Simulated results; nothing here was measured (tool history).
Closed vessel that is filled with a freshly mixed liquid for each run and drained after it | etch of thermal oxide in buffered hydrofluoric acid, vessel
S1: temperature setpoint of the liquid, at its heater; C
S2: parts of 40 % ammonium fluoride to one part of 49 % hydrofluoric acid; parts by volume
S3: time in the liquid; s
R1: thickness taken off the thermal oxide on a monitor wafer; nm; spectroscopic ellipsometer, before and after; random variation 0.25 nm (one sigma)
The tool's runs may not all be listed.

| run | hour | S1 | S2 | S3 | R1 |
|---|---|---|---|---|---|
| 1 | 0 | 21 | 16.5 | 85 | 52.702 |
| 2 | 4.3 | 22 | 16.5 | 85 | 55.342 |
| 3 | 9.3 | 23 | 16.5 | 85 | 58.57 |
| 4 | 12.9 | 23 | 18.5 | 85 | 52.467 |
| 5 | 13.5 | 24 | 18.5 | 85 | 55.452 |
| 6 | 14.4 | 21.5 | 18.5 | 85 | 48.574 |
| 7 | 23.3 | 23 | 18.5 | 85 | 52.612 |
| 8 | 27.3 | 24 | 18.5 | 85 | 55.443 |
| 9 | 30.9 | 25 | 18.5 | 85 | 58.473 |
| 10 | 39.7 | 26 | 18.5 | 85 | 62.005 |
| 11 | 47.4 | 26.5 | 18.5 | 85 | 63.408 |

Forecast run 12:
| 12 | 52.2 | 27 | 18.5 | 85 | ? |

R1: 65.328 nm

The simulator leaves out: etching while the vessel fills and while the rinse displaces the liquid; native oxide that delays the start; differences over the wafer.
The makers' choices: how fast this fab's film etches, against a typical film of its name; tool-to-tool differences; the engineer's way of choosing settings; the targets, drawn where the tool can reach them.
